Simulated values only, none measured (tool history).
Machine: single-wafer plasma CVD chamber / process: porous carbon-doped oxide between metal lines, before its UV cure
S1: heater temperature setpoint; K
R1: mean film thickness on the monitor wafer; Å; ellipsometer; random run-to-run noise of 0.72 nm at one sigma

Run 1, hour 0.0: S1 553.15 K, RF power (W) 385, deposition time (s) 48.7. Result: R1 2469.7 Å.
Run 2, hour 1.3: S1 551.15 K, RF power (W) 385, deposition time (s) 48.7. Result: R1 2501.7 Å.
Run 3, hour 2.8: S1 549.15 K, RF power (W) 385, deposition time (s) 48.7. Result: R1 2524.7 Å.
Run 4, hour 6.6: S1 547.15 K, RF power (W) 385, deposition time (s) 48.7. Result: R1 2559.5 Å.
Run 5, hour 14.8: S1 553.15 K, RF power (W) 385, deposition time (s) 48.7. Result: R1 2457.6 Å.
Run 6, hour 16.9: S1 560.15 K, RF power (W) 385, deposition time (s) 48.7. Result: R1 2370.9 Å.
Run 7, hour 19.6: S1 557.15 K, RF power (W) 385, deposition time (s) 48.7. Result: R1 2419.8 Å.

What will run 8 give?
Run 8, hour 20.9: S1 555.15 K, RF power (W) 385, deposition time (s) 48.7. Result: R1 ?.

{"run 8": {"R1": 2450.4}}
